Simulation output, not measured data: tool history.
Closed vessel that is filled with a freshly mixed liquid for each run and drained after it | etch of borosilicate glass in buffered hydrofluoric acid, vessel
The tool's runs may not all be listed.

run  hour  temperature setpoint of the liquid (°C)  parts of 40 % ammonium fluoride to one part of 49 % hydrofluoric acid (parts by volume)  time in the liquid (s)  thickness taken off the borosilicate glass on a monitor wafer (nm)
  1   0.0                                     20.0                                                                                     20.5                     100                                                              61.304
  2   6.2                                     22.0                                                                                     17.5                     100                                                              80.207
  3  11.8                                     23.5                                                                                     16.0                     100                                                              91.966
  4  16.2                                     24.5                                                                                     14.5                     100                                                             108.150
  5  18.0                                     25.5                                                                                     14.0                     100                                                             118.070
  6  26.4                                     26.0                                                                                     13.5                     100                                                             127.250
  7  29.6                                     26.0                                                                                     13.5                     100                                                             124.560
  8  36.7                                     26.5                                                                                     13.0                     100                                                             133.320

The next listed run, before its measurement:
  9  43.6                                     27.0                                                                                     13.0                     100                                                                   ?

{"run 9": {"thickness taken off the borosilicate glass on a monitor wafer (nm)": 138.6}}
